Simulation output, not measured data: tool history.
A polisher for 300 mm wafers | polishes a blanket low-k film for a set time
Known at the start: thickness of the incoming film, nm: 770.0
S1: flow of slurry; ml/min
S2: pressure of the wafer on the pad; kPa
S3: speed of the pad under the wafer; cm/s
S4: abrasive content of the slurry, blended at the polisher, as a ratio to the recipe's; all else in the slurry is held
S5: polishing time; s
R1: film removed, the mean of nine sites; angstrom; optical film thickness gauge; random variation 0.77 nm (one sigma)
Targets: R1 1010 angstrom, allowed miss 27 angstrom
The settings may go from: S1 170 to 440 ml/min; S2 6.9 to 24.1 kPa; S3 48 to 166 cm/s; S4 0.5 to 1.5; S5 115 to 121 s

run,hour,S1,S2,S3,S4,S5,R1
1,0,280,15.2,106,1,115,614.72
2,5.6,330,15.2,106,1,115,626.25
3,11,330,15.2,106,1,121,662.93
4,16.7,330,16.5,106,1,121,714.2
5,24.8,330,17.9,106,1,121,771.79
6,25.4,385,17.9,106,1,121,782.78
7,27.4,385,18.6,106,1,121,810.5
8,33.8,385,19.3,106,1,121,838.6
9,34.9,385,20,106,1,121,876.32
10,37.1,385,20.7,106,1,121,898.6
11,43,385,21.4,106,1,121,914.55
12,44,390,22.1,106,1,121,953.53

Which of these 4 next moves meets every target?
A,45,375,24.1,100,1,121,?
B,45,440,24.1,104,1.05,121,?
C,45,430,20,132,1.05,121,?
D,45,365,22.1,82,1.3,118,?

move,R1
A,1000.2
B,1067.7
C,1048.9
D,891.93
A: meets every target
B: takes the result that was furthest off past its target
C: takes the result that was furthest off past its target
D: further off than the last run
Move A is the one to make.
